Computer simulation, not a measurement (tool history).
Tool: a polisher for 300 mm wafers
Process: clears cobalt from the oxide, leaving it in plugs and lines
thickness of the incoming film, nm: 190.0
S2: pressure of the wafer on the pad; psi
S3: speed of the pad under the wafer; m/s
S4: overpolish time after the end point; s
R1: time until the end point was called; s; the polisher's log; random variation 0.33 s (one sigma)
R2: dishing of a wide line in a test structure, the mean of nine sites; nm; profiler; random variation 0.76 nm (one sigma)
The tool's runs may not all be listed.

Run 1, hour 0.0: flow of slurry (ml/min) 165, S2 2.1 psi, S3 1.16 m/s, S4 16 s. Result: R1 32.963 s, R2 39.234 nm.
Run 2, hour 6.0: flow of slurry (ml/min) 165, S2 2.1 psi, S3 1.16 m/s, S4 9 s. Result: R1 32.975 s, R2 29.437 nm.
Run 3, hour 12.5: flow of slurry (ml/min) 160, S2 2.0 psi, S3 1.16 m/s, S4 12 s. Result: R1 34.616 s, R2 34.718 nm.
Run 4, hour 18.9: flow of slurry (ml/min) 155, S2 1.9 psi, S3 1.16 m/s, S4 13 s. Result: R1 36.393 s, R2 34.935 nm.
Run 5, hour 23.8: flow of slurry (ml/min) 150, S2 1.9 psi, S3 1.16 m/s, S4 14 s. Result: R1 36.378 s, R2 35.098 nm.
Run 6, hour 29.1: flow of slurry (ml/min) 125, S2 1.9 psi, S3 1.16 m/s, S4 14 s. Result: R1 37.752 s, R2 35.640 nm.
Run 7, hour 34.1: flow of slurry (ml/min) 125, S2 1.9 psi, S3 1.16 m/s, S4 14 s. Result: R1 38.429 s, R2 35.110 nm.
Run 8, hour 40.2: flow of slurry (ml/min) 120, S2 1.9 psi, S3 1.16 m/s, S4 15 s. Result: R1 38.328 s, R2 35.726 nm.
Run 9, hour 45.2: flow of slurry (ml/min) 115, S2 1.8 psi, S3 1.16 m/s, S4 21 s. Result: R1 41.359 s, R2 40.368 nm.
Run 10, hour 52.5: flow of slurry (ml/min) 135, S2 1.9 psi, S3 1.16 m/s, S4 20 s. Result: R1 37.318 s, R2 41.683 nm.

Run 11 comes next. What will it give?
Run 11, hour 55.8: flow of slurry (ml/min) 130, S2 1.9 psi, S3 1.16 m/s, S4 20 s. Result: R1 ?, R2 ?.

R1: 37.735 s
R2: 43.239 nm
